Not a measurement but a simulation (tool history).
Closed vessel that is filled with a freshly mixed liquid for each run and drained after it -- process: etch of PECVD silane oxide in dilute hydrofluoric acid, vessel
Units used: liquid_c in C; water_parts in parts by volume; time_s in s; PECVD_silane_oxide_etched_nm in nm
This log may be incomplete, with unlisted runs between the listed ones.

run,hour,liquid_c,water_parts,time_s,PECVD_silane_oxide_etched_nm
1,0,25,85,120,42.237
2,3.8,25,85,120,41.914
3,5.1,28.5,85,120,48.422
4,10.1,28.5,85,120,48.188
5,11,30.5,85,120,52.862
6,13.3,30.5,95,120,45.98
7,21.2,31,90,120,49.845
8,28.3,31.5,85,120,54.148

Run 9, settings as shown, results not yet in. Your forecast:
9,31.7,32.5,75,120,?

Run 9 measured PECVD_silane_oxide_etched_nm 65.798 nm.
